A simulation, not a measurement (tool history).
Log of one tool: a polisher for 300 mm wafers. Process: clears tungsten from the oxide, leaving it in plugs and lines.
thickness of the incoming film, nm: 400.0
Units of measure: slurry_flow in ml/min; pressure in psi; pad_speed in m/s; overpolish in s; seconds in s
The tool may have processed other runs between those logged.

run  hour  slurry_flow  pressure  pad_speed  slurry_solids  overpolish  seconds
  1     0          215       2.8       0.84              1           9   146.41
  2   1.6          215       3.5       0.84              1           9   116.99
  3   9.1          215       3.5       0.66              1           9   142.81
  4  10.3          220       3.7       0.74              1           9   123.38
  5  15.9          220       3.9       0.82              1           9      109
  6  16.6          220         4        0.9              1           9   96.259
  7  18.2          220       4.1       0.94              1           9    89.47
  8  22.3          220       4.2       0.98              1           9   87.014
  9  28.9          220       4.3       1.02              1           9   82.336
 10  32.8          220       4.3       1.06              1           9   78.654
 11  34.3          220       4.3       1.08              1           9   77.114

Estimate the outcome of run 12 from the log above:
 12  35.8          220       4.3        1.1              1           9        ?

seconds: 76.763 s
